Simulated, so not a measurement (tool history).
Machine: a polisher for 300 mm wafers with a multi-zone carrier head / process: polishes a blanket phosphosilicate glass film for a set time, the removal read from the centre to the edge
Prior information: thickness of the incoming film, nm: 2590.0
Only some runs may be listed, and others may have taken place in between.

run  hour  flow of slurry (ml/min)  pressure of the head's centre zone  pressure of the head's middle zone  pressure of the head's edge zone  abrasive content of the slurry  polishing time (s)  film removed at the wafer's centre (nm)  film removed at mid-radius (nm)  film removed at the wafer's edge (nm)
  1   0.0                      200                                1.00                                1.00                              1.00                            1.00                  65                                   559.09                           566.62                                 561.76
  2   7.6                      240                                1.00                                1.00                              1.00                            1.00                  65                                   571.54                           561.55                                 575.00
  3  15.6                      225                                0.95                                0.99                              0.95                            0.95                  65                                   514.22                           541.28                                 534.73
  4  23.0                      210                                0.93                                0.98                              0.91                            0.95                  65                                   512.97                           535.87                                 517.26
  5  23.5                      210                                0.93                                0.98                              0.95                            0.95                  65                                   507.25                           541.57                                 535.30
  6  28.8                      205                                0.90                                0.98                              0.92                            0.95                  65                                   490.70                           531.65                                 523.55
  7  30.4                      200                                0.88                                0.98                              0.89                            0.95                  65                                   478.25                           533.21                                 512.37
  8  32.7                      200                                0.88                                0.98                              0.89                            0.95                  65                                   484.17                           543.59                                 511.22
  9  41.3                      195                                0.86                                0.97                              0.87                            0.95                  65                                   466.86                           526.34                                 504.40
 10  46.7                      185                                0.85                                0.97                              0.85                            0.95                  65                                   462.96                           515.33                                 497.67
 11  51.1                      180                                0.84                                0.98                              0.84                            0.95                  65                                   446.55                           527.19                                 498.21
 12  53.6                      180                                0.84                                0.98                              0.83                            0.95                  65                                   454.90                           533.87                                 495.22
 13  56.0                      175                                0.84                                0.98                              0.82                            0.95                  65                                   443.20                           515.05                                 488.13

The next listed run, before its measurement:
 14  58.0                      175                                0.85                                0.99                              0.82                            0.95                  65                                        ?                                ?                                      ?

{"run 14": {"film removed at the wafer's centre (nm)": 455.8, "film removed at mid-radius (nm)": 529.41, "film removed at the wafer's edge (nm)": 488.85}}
